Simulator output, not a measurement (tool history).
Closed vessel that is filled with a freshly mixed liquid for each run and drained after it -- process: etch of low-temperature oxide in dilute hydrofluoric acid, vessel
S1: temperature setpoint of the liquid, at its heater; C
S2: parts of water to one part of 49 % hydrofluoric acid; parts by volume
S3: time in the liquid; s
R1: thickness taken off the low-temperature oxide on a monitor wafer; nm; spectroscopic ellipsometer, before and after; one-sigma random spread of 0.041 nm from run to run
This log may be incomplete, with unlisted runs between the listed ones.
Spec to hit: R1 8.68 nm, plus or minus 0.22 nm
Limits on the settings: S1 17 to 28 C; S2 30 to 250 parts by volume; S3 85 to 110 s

run    day    S1   S2   S3      R1
  1      0    20  140  110  10.922
  2  0.046    20  140  110  10.902
  3  0.171  19.5  140  110  10.673
  4   0.35  17.5  140  110  9.9465
  5  0.638    17  150  110  8.9265
  6  0.988    17  130  110  10.528
  7  1.338    17  130  110  10.509
  8  1.538    17  135  110  10.065
  9  1.754    17  140  110  9.6516

Which one of the following 5 next-run settings gets every result inside its allowed miss? There is exactly one.
  A  1.971    17  125  110   ?
  B  1.971  17.5  125  110   ?
  C  1.971    21  135   85   ?
  D  1.971  18.5  150  110   ?
  E  1.971    23  160   90   ?

move      R1
   A  10.961
   B  11.191
   C  9.1327
   D  9.4731
   E   8.584
A: lands further from the targets than the last run did
B: lands further from the targets than the last run did
C: moves toward the targets from the last run without getting all of them in spec
D: moves toward the targets from the last run without getting all of them in spec
E: every result within its allowed miss
Move E is the one to make.
